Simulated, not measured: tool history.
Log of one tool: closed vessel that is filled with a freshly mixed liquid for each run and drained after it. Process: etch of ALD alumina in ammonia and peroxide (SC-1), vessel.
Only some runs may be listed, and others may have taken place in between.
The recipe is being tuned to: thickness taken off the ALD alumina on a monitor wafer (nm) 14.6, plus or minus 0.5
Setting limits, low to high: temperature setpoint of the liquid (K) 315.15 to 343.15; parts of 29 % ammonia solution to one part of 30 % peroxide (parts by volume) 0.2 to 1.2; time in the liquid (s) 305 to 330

run	hour	temperature setpoint of the liquid (K)	parts of 29 % ammonia solution to one part of 30 % peroxide (parts by volume)	time in the liquid (s)	thickness taken off the ALD alumina on a monitor wafer (nm)
1	0	331.15	0.7	305	16.705
2	1.1	330.65	0.7	305	16.074
3	7.5	330.15	0.7	305	15.687
4	14.2	330.15	0.5	305	15.237
5	19.9	334.15	0.5	305	18.625
6	23.9	333.15	0.5	305	18.13
7	30.1	332.15	0.5	305	16.913
8	34.6	331.65	0.5	305	16.489
9	40.7	331.15	0.5	305	16.213

Exactly one of the 5 candidate moves below puts every result within its allowed miss. Which one?
A	46.8	329.15	0.6	305	?
B	46.8	330.65	0.45	310	?
C	46.8	332.15	0.45	330	?
D	46.8	332.65	0.55	315	?
E	46.8	330.15	0.55	305	?

move	thickness taken off the ALD alumina on a monitor wafer (nm)
A	14.719
B	15.751
C	18.127
D	18.096
E	15.387
A: all results land within tolerance of their targets
B: closer than the last run, but not yet in spec
C: further off than the last run
D: further off than the last run
E: closer than the last run, but not yet in spec
The right move is A.
